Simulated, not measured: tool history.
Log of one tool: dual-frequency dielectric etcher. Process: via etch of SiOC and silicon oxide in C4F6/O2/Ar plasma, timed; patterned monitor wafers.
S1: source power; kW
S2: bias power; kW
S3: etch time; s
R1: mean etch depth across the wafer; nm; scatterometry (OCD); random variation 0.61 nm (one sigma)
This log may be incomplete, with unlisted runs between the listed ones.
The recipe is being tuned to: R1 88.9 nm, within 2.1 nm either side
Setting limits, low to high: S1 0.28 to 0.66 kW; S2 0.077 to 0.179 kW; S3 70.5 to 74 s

| run | day | S1 | S2 | S3 | R1 |
|---|---|---|---|---|---|
| 1 | 0 | 0.47 | 0.128 | 70.5 | 80.253 |
| 2 | 0.354 | 0.47 | 0.128 | 70.5 | 80.091 |
| 3 | 0.729 | 0.49 | 0.13 | 70.5 | 81.688 |
| 4 | 0.804 | 0.51 | 0.132 | 70.5 | 83.578 |
| 5 | 0.896 | 0.52 | 0.133 | 70.5 | 84.076 |
| 6 | 0.938 | 0.55 | 0.133 | 70.5 | 84.748 |
| 7 | 0.967 | 0.56 | 0.135 | 70.5 | 86.33 |
| 8 | 1.25 | 0.57 | 0.136 | 70.5 | 86.365 |

Exercise: of the 4 proposed moves below, exactly one satisfies all targets within the stated allowed misses. Which move is it?
| A | 1.533 | 0.61 | 0.114 | 71.5 | ? |
| B | 1.533 | 0.61 | 0.134 | 70.5 | ? |
| C | 1.533 | 0.55 | 0.12 | 73 | ? |
| D | 1.533 | 0.57 | 0.126 | 70.5 | ? |

| move | R1 |
|---|---|
| A | 84.367 |
| B | 87.933 |
| C | 85.07 |
| D | 84.409 |
A: further off than the last run
B: hits every target within its allowed miss
C: further off than the last run
D: further off than the last run
Correct choice: B, which meets every target
